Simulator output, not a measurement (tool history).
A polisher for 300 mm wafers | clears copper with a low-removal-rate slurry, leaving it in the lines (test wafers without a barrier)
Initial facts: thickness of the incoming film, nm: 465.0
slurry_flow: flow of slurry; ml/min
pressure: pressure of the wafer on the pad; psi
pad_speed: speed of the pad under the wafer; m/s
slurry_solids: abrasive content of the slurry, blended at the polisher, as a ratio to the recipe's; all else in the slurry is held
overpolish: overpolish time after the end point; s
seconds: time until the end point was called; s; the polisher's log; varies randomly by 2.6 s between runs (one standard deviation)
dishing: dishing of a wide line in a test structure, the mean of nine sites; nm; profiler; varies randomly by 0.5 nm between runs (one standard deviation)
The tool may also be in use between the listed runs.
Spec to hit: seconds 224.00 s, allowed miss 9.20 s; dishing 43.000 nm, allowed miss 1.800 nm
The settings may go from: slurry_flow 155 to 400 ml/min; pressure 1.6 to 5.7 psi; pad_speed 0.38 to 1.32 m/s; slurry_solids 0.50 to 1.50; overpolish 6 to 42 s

run	day	slurry_flow	pressure	pad_speed	slurry_solids	overpolish	seconds	dishing
1	0.000	255	3.6	0.84	1.00	21	112.66	51.519
2	0.079	310	3.6	0.84	1.00	21	110.19	51.947
3	0.171	310	3.1	0.84	1.00	21	128.45	46.373
4	0.321	310	3.1	0.84	1.00	15	123.84	34.829
5	0.538	310	2.7	0.82	1.00	19	147.02	37.778
6	0.779	310	2.4	0.80	1.00	22	167.77	38.120
7	0.821	305	2.2	0.80	1.00	24	184.01	37.869
8	1.154	295	2.1	0.80	1.00	26	191.05	38.979
9	1.525	285	2.0	0.80	1.00	28	193.73	39.756
10	1.642	290	1.9	0.80	1.00	30	205.22	40.257
11	1.942	290	1.8	0.80	1.00	31	219.99	39.593
# day 2.000: head pressure recalibrated
12	2.000	290	1.8	0.80	1.00	34	237.58	39.370
13	2.212	290	1.8	0.80	1.00	34	237.74	39.645

4 next moves are on the table. One of them brings every result within its allowed miss. Which?
A	2.425	245	2.0	0.88	1.00	28	?	?
B	2.425	270	1.8	0.84	1.10	35	?	?
C	2.425	295	1.7	0.80	1.10	41	?	?
D	2.425	260	2.3	0.76	0.85	28	?	?

move	seconds	dishing
A	200.17	39.662
B	223.08	43.008
C	244.04	45.053
D	209.73	38.533
A: further off than the last run
B: all results land within tolerance of their targets
C: pushes the last run's worst result past its target
D: further off than the last run
Correct choice: B, which meets every target
